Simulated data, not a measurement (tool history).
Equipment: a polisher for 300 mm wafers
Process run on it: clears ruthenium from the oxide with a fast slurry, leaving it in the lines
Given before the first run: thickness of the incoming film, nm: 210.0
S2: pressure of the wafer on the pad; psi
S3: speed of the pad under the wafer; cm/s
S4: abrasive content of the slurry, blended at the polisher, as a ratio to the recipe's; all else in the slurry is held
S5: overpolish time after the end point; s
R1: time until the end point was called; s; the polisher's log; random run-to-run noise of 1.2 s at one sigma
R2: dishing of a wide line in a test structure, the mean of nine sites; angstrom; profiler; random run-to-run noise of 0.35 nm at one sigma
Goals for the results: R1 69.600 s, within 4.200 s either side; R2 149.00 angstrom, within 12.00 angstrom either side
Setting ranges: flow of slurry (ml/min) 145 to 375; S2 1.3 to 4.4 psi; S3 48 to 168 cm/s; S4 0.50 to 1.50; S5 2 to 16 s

run 1 day=0.000 | flow_of_slurry_(ml/min)=240 S2=2.8 S3=108 S4=1.00 S5=8 | R1=44.859 R2=281.02
run 2 day=0.312 | flow_of_slurry_(ml/min)=240 S2=3.3 S3=108 S4=1.00 S5=8 | R1=38.153 R2=328.21
run 3 day=0.575 | flow_of_slurry_(ml/min)=240 S2=3.3 S3=108 S4=1.00 S5=6 | R1=38.912 R2=260.07
run 4 day=0.871 | flow_of_slurry_(ml/min)=240 S2=2.9 S3=106 S4=1.00 S5=6 | R1=44.074 R2=231.37
run 5 day=0.933 | flow_of_slurry_(ml/min)=240 S2=2.5 S3=104 S4=1.00 S5=6 | R1=53.639 R2=202.85
run 6 day=0.958 | flow_of_slurry_(ml/min)=260 S2=2.5 S3=104 S4=1.00 S5=6 | R1=52.922 R2=192.61
run 7 day=1.008 | flow_of_slurry_(ml/min)=265 S2=2.3 S3=104 S4=1.00 S5=6 | R1=55.077 R2=179.52
run 8 day=1.325 | flow_of_slurry_(ml/min)=265 S2=2.3 S3=104 S4=1.00 S5=6 | R1=55.117 R2=181.35
run 9 day=1.412 | flow_of_slurry_(ml/min)=260 S2=2.1 S3=104 S4=1.00 S5=6 | R1=61.301 R2=174.75
run 10 day=1.525 | flow_of_slurry_(ml/min)=260 S2=1.8 S3=102 S4=1.00 S5=5 | R1=72.465 R2=123.01

Of the 4 settings listed for the next run, only one would bring every result within its allowed miss of target. Which one?
run A day=1.638 | flow_of_slurry_(ml/min)=235 S2=2.5 S3=74 S4=0.85 S5=6 | R1=? R2=?
run B day=1.638 | flow_of_slurry_(ml/min)=245 S2=1.7 S3=92 S4=1.00 S5=6 | R1=? R2=?
run C day=1.638 | flow_of_slurry_(ml/min)=220 S2=1.7 S3=108 S4=0.85 S5=7 | R1=? R2=?
run D day=1.638 | flow_of_slurry_(ml/min)=240 S2=1.6 S3=102 S4=1.00 S5=8 | R1=? R2=?

move=A R1=68.232 R2=147.57
move=B R1=81.725 R2=123.97
move=C R1=78.719 R2=149.17
move=D R1=81.223 R2=164.55
A: all results in spec
B: lands further from the targets than the last run did
C: meets the target for the result that was furthest off, but another lies outside its allowed miss
D: takes the biggest miss from the last run beyond its target
The move that meets every target is A.
